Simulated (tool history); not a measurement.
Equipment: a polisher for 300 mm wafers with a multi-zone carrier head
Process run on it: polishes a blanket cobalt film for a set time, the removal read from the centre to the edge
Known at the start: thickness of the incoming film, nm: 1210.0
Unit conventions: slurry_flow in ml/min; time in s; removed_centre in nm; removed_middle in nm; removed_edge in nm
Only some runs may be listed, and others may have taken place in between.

run    day  slurry_flow  centre_zone  middle_zone  edge_zone  time  removed_centre  removed_middle  removed_edge
  1      0          260            1            1          1    56          201.68          205.69        203.59
  2  0.162          260         1.08            1          1    56          219.01          207.83        203.36
  3  0.233          285         1.08            1          1    56           219.2          209.21        205.04
  4  0.333          285         1.08         0.97          1    56          219.76          201.93        206.96
  5  0.483          285         1.08         0.97       1.05    56          219.57          207.48        210.04
  6  0.854          345         1.08         0.97       1.05    56          223.04          206.12        213.52
  7  1.079          345         1.07         0.98       1.07    57          228.51          213.35        219.08

Run 8 comes next. What will it give?
  8  1.446          345         1.06         0.99       1.08    58               ?               ?             ?

Logged for run 8: removed_centre 228.84 nm, removed_middle 216.69 nm, removed_edge 228.07 nm.

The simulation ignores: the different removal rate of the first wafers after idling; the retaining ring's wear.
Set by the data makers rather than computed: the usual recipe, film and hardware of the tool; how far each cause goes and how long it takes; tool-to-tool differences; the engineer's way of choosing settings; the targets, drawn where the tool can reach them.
